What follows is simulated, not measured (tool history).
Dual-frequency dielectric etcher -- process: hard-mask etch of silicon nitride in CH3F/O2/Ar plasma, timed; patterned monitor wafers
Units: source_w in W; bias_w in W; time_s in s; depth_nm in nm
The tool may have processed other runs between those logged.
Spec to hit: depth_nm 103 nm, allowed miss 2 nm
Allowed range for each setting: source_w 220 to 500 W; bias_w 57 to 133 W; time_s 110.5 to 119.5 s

Run 1, day 0: source_w 360 W, bias_w 95 W, time_s 119.5 s. Result: depth_nm 96.598 nm.
Run 2, day 0.204: source_w 360 W, bias_w 83 W, time_s 119.5 s. Result: depth_nm 93.461 nm.
Run 3, day 0.25: source_w 360 W, bias_w 83 W, time_s 119.5 s. Result: depth_nm 93.805 nm.
Run 4, day 0.554: source_w 300 W, bias_w 83 W, time_s 119.5 s. Result: depth_nm 87.059 nm.
Run 5, day 0.654: source_w 300 W, bias_w 83 W, time_s 119.5 s. Result: depth_nm 87.898 nm.
Run 6, day 0.862: source_w 310 W, bias_w 84 W, time_s 119.5 s. Result: depth_nm 88.358 nm.
Run 7, day 1.004: source_w 320 W, bias_w 85 W, time_s 119.5 s. Result: depth_nm 90.084 nm.
Run 8, day 1.221: source_w 330 W, bias_w 86 W, time_s 119.5 s. Result: depth_nm 91.222 nm.
Run 9, day 1.454: source_w 340 W, bias_w 87 W, time_s 119.5 s. Result: depth_nm 92.927 nm.
At day 1.821: source power generator calibrated.
Run 10, day 1.821: source_w 410 W, bias_w 92 W, time_s 119.5 s. Result: depth_nm 97.958 nm.
Run 11, day 1.846: source_w 420 W, bias_w 93 W, time_s 119.5 s. Result: depth_nm 99.026 nm.

Which single option among these 4 for the next run brings every result within its allowed miss of target? Just one does.
Run A, day 1.871: source_w 490 W, bias_w 109 W, time_s 117 s. Result: depth_nm ?.
Run B, day 1.871: source_w 440 W, bias_w 107 W, time_s 117 s. Result: depth_nm ?.
Run C, day 1.871: source_w 500 W, bias_w 103 W, time_s 118 s. Result: depth_nm ?.
Run D, day 1.871: source_w 500 W, bias_w 93 W, time_s 119.5 s. Result: depth_nm ?.

move  depth_nm
   A    106.84
   B    102.27
   C    107.22
   D    106.28
A: takes the biggest miss from the last run beyond its target
B: meets every target
C: takes the biggest miss from the last run beyond its target
D: takes the biggest miss from the last run beyond its target
B meets every target.
